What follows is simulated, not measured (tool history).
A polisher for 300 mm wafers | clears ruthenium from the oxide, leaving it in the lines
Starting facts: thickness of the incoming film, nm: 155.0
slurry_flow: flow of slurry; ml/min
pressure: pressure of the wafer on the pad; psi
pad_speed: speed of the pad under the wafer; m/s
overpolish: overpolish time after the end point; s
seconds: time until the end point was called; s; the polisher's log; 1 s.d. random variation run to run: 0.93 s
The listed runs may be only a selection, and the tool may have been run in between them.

run 1 day=0.000 | slurry_flow=280 pressure=2.8 pad_speed=1.02 overpolish=8 | seconds=120.650
run 2 day=0.279 | slurry_flow=280 pressure=2.8 pad_speed=1.02 overpolish=8 | seconds=120.020
run 3 day=0.479 | slurry_flow=280 pressure=3.2 pad_speed=1.02 overpolish=8 | seconds=109.160
run 4 day=0.504 | slurry_flow=280 pressure=3.6 pad_speed=1.04 overpolish=8 | seconds=97.815
run 5 day=0.792 | slurry_flow=255 pressure=3.6 pad_speed=1.04 overpolish=8 | seconds=98.873
run 6 day=1.150 | slurry_flow=260 pressure=3.9 pad_speed=1.06 overpolish=8 | seconds=90.906

Run 7 has not been measured yet. What should we expect?
run 7 day=1.225 | slurry_flow=265 pressure=4.1 pad_speed=1.08 overpolish=8 | seconds=?

{"run 7": {"seconds": 86.995}}
